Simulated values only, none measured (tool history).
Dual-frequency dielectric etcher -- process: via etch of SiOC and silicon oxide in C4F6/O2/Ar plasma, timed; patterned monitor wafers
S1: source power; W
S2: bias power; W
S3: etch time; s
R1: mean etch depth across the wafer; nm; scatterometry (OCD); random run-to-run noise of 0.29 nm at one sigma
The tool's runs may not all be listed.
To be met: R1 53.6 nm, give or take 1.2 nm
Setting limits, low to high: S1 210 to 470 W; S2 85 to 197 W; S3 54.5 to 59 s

Run 1, hour 0: S1 340 W, S2 141 W, S3 59 s. Result: R1 59.598 nm.
Run 2, hour 3.5: S1 330 W, S2 139 W, S3 59 s. Result: R1 59.301 nm.
Run 3, hour 10.2: S1 330 W, S2 160 W, S3 59 s. Result: R1 61.839 nm.
Run 4, hour 14.1: S1 290 W, S2 160 W, S3 59 s. Result: R1 59.877 nm.
Run 5, hour 21.3: S1 280 W, S2 156 W, S3 58.5 s. Result: R1 59.105 nm.
Run 6, hour 24.2: S1 280 W, S2 173 W, S3 58.5 s. Result: R1 60.455 nm.
Run 7, hour 32.2: S1 270 W, S2 167 W, S3 58 s. Result: R1 59.009 nm.
Run 8, hour 41.2: S1 260 W, S2 163 W, S3 57.5 s. Result: R1 57.343 nm.
Run 9, hour 43.2: S1 250 W, S2 161 W, S3 57.5 s. Result: R1 56.112 nm.
Run 10, hour 50.3: S1 240 W, S2 160 W, S3 57.5 s. Result: R1 55.832 nm.

Below are 4 possible settings for the next run. Only one of them brings all results inside the allowed miss of their targets. Which is it?
Run A, hour 57.4: S1 260 W, S2 150 W, S3 58 s. Result: R1 ?.
Run B, hour 57.4: S1 280 W, S2 138 W, S3 59 s. Result: R1 ?.
Run C, hour 57.4: S1 320 W, S2 159 W, S3 54.5 s. Result: R1 ?.
Run D, hour 57.4: S1 250 W, S2 154 W, S3 55.5 s. Result: R1 ?.

move      R1
   A  56.487
   B  56.837
   C  56.759
   D  54.066
A: the biggest miss grows against the last run
B: the biggest miss grows against the last run
C: the biggest miss grows against the last run
D: all results in spec
D is the move that brings every result within its allowed miss.
